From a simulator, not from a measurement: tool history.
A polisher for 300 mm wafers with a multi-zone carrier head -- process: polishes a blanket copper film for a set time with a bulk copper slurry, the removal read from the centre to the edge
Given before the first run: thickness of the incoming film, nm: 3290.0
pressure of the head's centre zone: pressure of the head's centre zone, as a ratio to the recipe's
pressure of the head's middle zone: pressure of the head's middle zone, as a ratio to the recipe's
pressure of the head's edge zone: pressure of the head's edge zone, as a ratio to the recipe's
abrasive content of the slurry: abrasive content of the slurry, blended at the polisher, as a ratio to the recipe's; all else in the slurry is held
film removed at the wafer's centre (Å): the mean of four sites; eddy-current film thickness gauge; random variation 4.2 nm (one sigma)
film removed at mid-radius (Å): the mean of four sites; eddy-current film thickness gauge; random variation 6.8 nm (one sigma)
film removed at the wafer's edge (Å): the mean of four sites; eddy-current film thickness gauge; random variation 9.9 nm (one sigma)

run  hour  flow of slurry (ml/min)  pressure of the head's centre zone  pressure of the head's middle zone  pressure of the head's edge zone  abrasive content of the slurry  polishing time (s)  film removed at the wafer's centre (Å)  film removed at mid-radius (Å)  film removed at the wafer's edge (Å)
  1     0                      175                                   1                                   1                                 1                               1                  87                                  8238.9                            7966                                8364.7
  2   5.8                      175                                   1                                   1                              1.08                               1                  87                                  8274.6                          8174.2                                8583.3
  3   9.4                      175                                   1                                   1                              1.08                               1                 106                                  9967.7                          9846.8                                 10601
  4  14.2                      175                                0.94                                   1                              1.08                               1                 106                                  9337.8                          9994.3                                 10695
  5  23.2                      175                                0.94                                   1                              1.13                               1                 106                                  9370.1                          9868.4                                 10780
  6  26.7                      175                                0.94                                   1                              1.09                               1                 106                                  9469.2                           10059                                 10628
  7  34.3                      175                                0.94                                0.99                              1.02                            0.85                  99                                  8450.4                          8811.8                                  9519
  8  43.2                      180                                0.96                                1.01                              0.98                            0.75                  93                                    7975                          8195.6                                8291.3

Run 9, settings as shown, results not yet in. Your forecast:
  9  45.8                      175                                0.96                                1.01                              0.95                            0.65                  91                                       ?                               ?                                     ?

{"run 9": {"film removed at the wafer's centre (Å)": 7562.5, "film removed at mid-radius (Å)": 7768.6, "film removed at the wafer's edge (Å)": 7719.6}}
